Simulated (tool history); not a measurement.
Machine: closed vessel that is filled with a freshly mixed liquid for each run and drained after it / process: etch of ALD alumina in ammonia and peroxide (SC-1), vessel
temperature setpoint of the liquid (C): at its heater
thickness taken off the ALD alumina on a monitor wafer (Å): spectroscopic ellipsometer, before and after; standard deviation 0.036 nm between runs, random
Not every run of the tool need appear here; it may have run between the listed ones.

run,hour,temperature setpoint of the liquid (C),parts of 29 % ammonia solution to one part of 30 % peroxide (parts by volume),time in the liquid (s),thickness taken off the ALD alumina on a monitor wafer (Å)
1,0.0,57.0,0.4,95,83.036
2,5.4,52.0,0.4,95,64.048
3,9.9,53.0,0.4,95,67.405
4,10.8,53.0,0.4,100,70.994
5,17.4,53.5,0.4,100,72.816
6,25.4,59.0,0.4,100,97.833
7,27.0,57.5,0.4,100,89.543
8,30.9,56.5,0.4,100,86.030

Expected results for the next run?
9,39.0,56.0,0.4,100,?

Run 9 came out at thickness taken off the ALD alumina on a monitor wafer (Å) 83.660.
